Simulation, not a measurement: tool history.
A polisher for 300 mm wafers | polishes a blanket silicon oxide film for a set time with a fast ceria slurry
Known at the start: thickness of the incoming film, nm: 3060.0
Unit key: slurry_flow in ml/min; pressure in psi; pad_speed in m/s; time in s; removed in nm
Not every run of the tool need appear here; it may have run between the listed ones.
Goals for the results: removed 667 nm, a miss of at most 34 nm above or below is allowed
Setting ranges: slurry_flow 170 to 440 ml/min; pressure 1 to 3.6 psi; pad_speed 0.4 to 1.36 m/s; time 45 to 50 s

run	hour	slurry_flow	pressure	pad_speed	time	removed
1	0	280	2.3	0.88	50	472.84
2	4.9	280	2.5	0.88	50	514.53
3	6.5	335	2.5	0.88	50	529.18
4	14.9	335	2.5	0.88	45	470.73
5	18.7	335	2.8	0.88	45	518.22
6	22.5	335	2.8	0.78	45	467.6
7	29.1	335	3	0.82	45	528.36
8	32.4	335	3.2	0.84	45	573.77
9	41.1	335	3.2	0.84	45	571.43
10	47.7	335	3.3	0.86	45	598.49
11	53.1	335	3.4	0.86	45	624.14

Exercise: of the 5 proposed moves below, exactly one satisfies all targets within the stated allowed misses. Which move is it?
A	58.5	440	2.5	1.02	50	?
B	58.5	345	3.3	0.8	45	?
C	58.5	350	3.2	0.76	49	?
D	58.5	295	3.5	0.9	46	?
E	58.5	325	3.4	0.82	45	?

move	removed
A	621.94
B	569.56
C	573.37
D	681.56
E	597.57
A: moves away from the targets compared with the last run
B: moves away from the targets compared with the last run
C: moves away from the targets compared with the last run
D: hits every target within its allowed miss
E: moves away from the targets compared with the last run
The right move is D.

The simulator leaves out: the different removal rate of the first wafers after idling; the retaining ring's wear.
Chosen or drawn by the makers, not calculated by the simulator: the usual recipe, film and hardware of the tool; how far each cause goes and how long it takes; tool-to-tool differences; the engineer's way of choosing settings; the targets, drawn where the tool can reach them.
